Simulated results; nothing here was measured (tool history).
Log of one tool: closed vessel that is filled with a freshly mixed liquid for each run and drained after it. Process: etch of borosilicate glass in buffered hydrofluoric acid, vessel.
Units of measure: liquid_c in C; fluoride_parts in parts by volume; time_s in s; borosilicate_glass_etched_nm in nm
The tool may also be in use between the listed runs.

| run | day | liquid_c | fluoride_parts | time_s | borosilicate_glass_etched_nm |
|---|---|---|---|---|---|
| 1 | 0.000 | 22.0 | 19 | 100 | 69.531 |
| 2 | 0.100 | 22.0 | 19 | 100 | 69.641 |
| 3 | 0.308 | 25.5 | 19 | 100 | 83.783 |
| 4 | 0.575 | 24.0 | 19 | 100 | 77.157 |
| 5 | 0.921 | 22.5 | 19 | 100 | 70.695 |
| 6 | 0.983 | 24.0 | 19 | 100 | 77.322 |
| 7 | 1.233 | 22.5 | 19 | 100 | 71.141 |

For run 8, what comes out?
|  | 1.567 | thermometer replaced |
| 8 | 1.567 | 22.5 | 19 | 100 | ? |

borosilicate_glass_etched_nm: 67.426 nm

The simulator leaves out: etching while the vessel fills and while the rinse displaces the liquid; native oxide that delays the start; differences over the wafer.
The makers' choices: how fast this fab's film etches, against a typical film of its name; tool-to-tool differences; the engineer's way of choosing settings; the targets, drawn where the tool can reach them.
